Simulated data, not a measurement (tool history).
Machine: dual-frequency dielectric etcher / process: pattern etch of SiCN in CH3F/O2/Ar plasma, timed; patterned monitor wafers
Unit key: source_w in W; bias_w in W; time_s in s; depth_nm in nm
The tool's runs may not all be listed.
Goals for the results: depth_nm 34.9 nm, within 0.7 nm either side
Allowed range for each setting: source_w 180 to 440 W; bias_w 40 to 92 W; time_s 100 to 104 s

run,day,source_w,bias_w,time_s,depth_nm
1,0,310,66,100,31.868
2,0.217,280,66,100,30.891
3,0.408,300,66,100,31.435
4,0.683,270,66,100,30.52
5,0.725,290,67,100,31.341
6,0.975,310,68,100,32.143
7,1.325,320,69,100,32.706
8,1.612,330,70,100,33.04
9,1.771,330,70,100,32.998
10,1.962,330,70,100,33.04
11,2.333,340,71,100,33.604
12,2.579,350,71,100,33.774
13,2.933,350,71,100,33.828
14,3.083,360,71,100,33.993

Which of these 5 next moves meets every target?
A,3.233,330,79,101,?
B,3.233,340,69,100,?
C,3.233,350,71,100,?
D,3.233,320,66,102.5,?
E,3.233,390,64,100,?

move,depth_nm
A,34.77
B,33.125
C,33.738
D,32.856
E,33.642
A: in spec on every target
B: misses by more than the last run did
C: misses by more than the last run did
D: misses by more than the last run did
E: misses by more than the last run did
A meets every target.
